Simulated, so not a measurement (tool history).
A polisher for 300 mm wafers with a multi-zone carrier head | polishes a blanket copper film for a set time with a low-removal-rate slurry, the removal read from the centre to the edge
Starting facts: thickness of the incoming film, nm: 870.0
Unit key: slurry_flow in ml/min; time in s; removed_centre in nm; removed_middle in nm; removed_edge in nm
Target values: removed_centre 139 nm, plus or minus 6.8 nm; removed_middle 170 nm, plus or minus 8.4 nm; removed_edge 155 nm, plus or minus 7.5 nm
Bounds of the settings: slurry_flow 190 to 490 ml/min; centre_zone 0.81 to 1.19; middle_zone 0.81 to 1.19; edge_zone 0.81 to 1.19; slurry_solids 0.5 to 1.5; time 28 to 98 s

{"run": 1, "hour": 0.0, "slurry_flow": 315, "centre_zone": 1, "middle_zone": 1, "edge_zone": 1, "slurry_solids": 1, "time": 63, "removed_centre": 130.99, "removed_middle": 129, "removed_edge": 127.67}
{"run": 2, "hour": 3.9, "slurry_flow": 285, "centre_zone": 1, "middle_zone": 1, "edge_zone": 1, "slurry_solids": 1, "time": 63, "removed_centre": 130.09, "removed_middle": 126.34, "removed_edge": 127.89}
{"run": 3, "hour": 4.7, "slurry_flow": 285, "centre_zone": 0.93, "middle_zone": 1, "edge_zone": 1, "slurry_solids": 1, "time": 63, "removed_centre": 117.89, "removed_middle": 127.53, "removed_edge": 129.33}
{"run": 4, "hour": 12.0, "slurry_flow": 285, "centre_zone": 0.93, "middle_zone": 0.95, "edge_zone": 1, "slurry_solids": 1, "time": 63, "removed_centre": 118.97, "removed_middle": 127.92, "removed_edge": 125.71}
{"run": 5, "hour": 12.6, "slurry_flow": 300, "centre_zone": 0.91, "middle_zone": 0.95, "edge_zone": 0.99, "slurry_solids": 1.1, "time": 65, "removed_centre": 124.07, "removed_middle": 132.37, "removed_edge": 134.07}
{"run": 6, "hour": 18.1, "slurry_flow": 300, "centre_zone": 0.85, "middle_zone": 0.95, "edge_zone": 0.99, "slurry_solids": 1.1, "time": 65, "removed_centre": 117.96, "removed_middle": 129.25, "removed_edge": 129.76}
{"run": 7, "hour": 21.9, "slurry_flow": 285, "centre_zone": 0.84, "middle_zone": 0.99, "edge_zone": 0.96, "slurry_solids": 1.1, "time": 68, "removed_centre": 118.37, "removed_middle": 139.09, "removed_edge": 132.88}
{"run": 8, "hour": 26.4, "slurry_flow": 280, "centre_zone": 0.84, "middle_zone": 1.01, "edge_zone": 0.96, "slurry_solids": 1.15, "time": 69, "removed_centre": 120.1, "removed_middle": 147.18, "removed_edge": 137.94}
{"run": 9, "hour": 31.5, "slurry_flow": 280, "centre_zone": 0.86, "middle_zone": 1.02, "edge_zone": 0.96, "slurry_solids": 1.2, "time": 69, "removed_centre": 124.01, "removed_middle": 144.7, "removed_edge": 141.07}
{"run": 10, "hour": 34.7, "slurry_flow": 285, "centre_zone": 0.86, "middle_zone": 1.04, "edge_zone": 0.95, "slurry_solids": 1.2, "time": 70, "removed_centre": 125.04, "removed_middle": 154.9, "removed_edge": 138.04}
{"run": 11, "hour": 41.2, "slurry_flow": 285, "centre_zone": 0.87, "middle_zone": 1.05, "edge_zone": 0.96, "slurry_solids": 1.25, "time": 70, "removed_centre": 128, "removed_middle": 157.1, "removed_edge": 142.58}
{"run": 12, "hour": 47.4, "slurry_flow": 285, "centre_zone": 0.88, "middle_zone": 1.06, "edge_zone": 0.97, "slurry_solids": 1.3, "time": 70, "removed_centre": 131.36, "removed_middle": 157.46, "removed_edge": 144.23}
{"run": 13, "hour": 50.5, "slurry_flow": 285, "centre_zone": 0.88, "middle_zone": 1.07, "edge_zone": 0.98, "slurry_solids": 1.35, "time": 70, "removed_centre": 131.51, "removed_middle": 161.4, "removed_edge": 145.96}

Which one of the following 5 next-run settings gets every result inside its allowed miss? There is exactly one.
{"run": "A", "hour": 53.6, "slurry_flow": 340, "centre_zone": 0.92, "middle_zone": 1.19, "edge_zone": 0.95, "slurry_solids": 1.4, "time": 62, "removed_centre": "?", "removed_middle": "?", "removed_edge": "?"}
{"run": "B", "hour": 53.6, "slurry_flow": 320, "centre_zone": 0.98, "middle_zone": 1.08, "edge_zone": 0.87, "slurry_solids": 1.45, "time": 69, "removed_centre": "?", "removed_middle": "?", "removed_edge": "?"}
{"run": "C", "hour": 53.6, "slurry_flow": 220, "centre_zone": 0.84, "middle_zone": 0.92, "edge_zone": 1.09, "slurry_solids": 1.3, "time": 76, "removed_centre": "?", "removed_middle": "?", "removed_edge": "?"}
{"run": "D", "hour": 53.6, "slurry_flow": 350, "centre_zone": 0.88, "middle_zone": 1.07, "edge_zone": 1, "slurry_solids": 1.25, "time": 74, "removed_centre": "?", "removed_middle": "?", "removed_edge": "?"}
{"run": "E", "hour": 53.6, "slurry_flow": 285, "centre_zone": 0.81, "middle_zone": 1, "edge_zone": 1.08, "slurry_solids": 1.4, "time": 79, "removed_centre": "?", "removed_middle": "?", "removed_edge": "?"}

move=A removed_centre=124.94 removed_middle=159.49 removed_edge=128.06
move=B removed_centre=147.42 removed_middle=163.21 removed_edge=137.19
move=C removed_centre=130.98 removed_middle=147.64 removed_edge=160.26
move=D removed_centre=140.84 removed_middle=171.3 removed_edge=154.57
move=E removed_centre=138.14 removed_middle=172.11 removed_edge=171.76
A: moves away from the targets compared with the last run
B: moves away from the targets compared with the last run
C: puts the biggest miss on target and leaves a different result outside tolerance
D: every result within its allowed miss
E: takes the result that was furthest off past its target
Correct choice: D, which meets every target
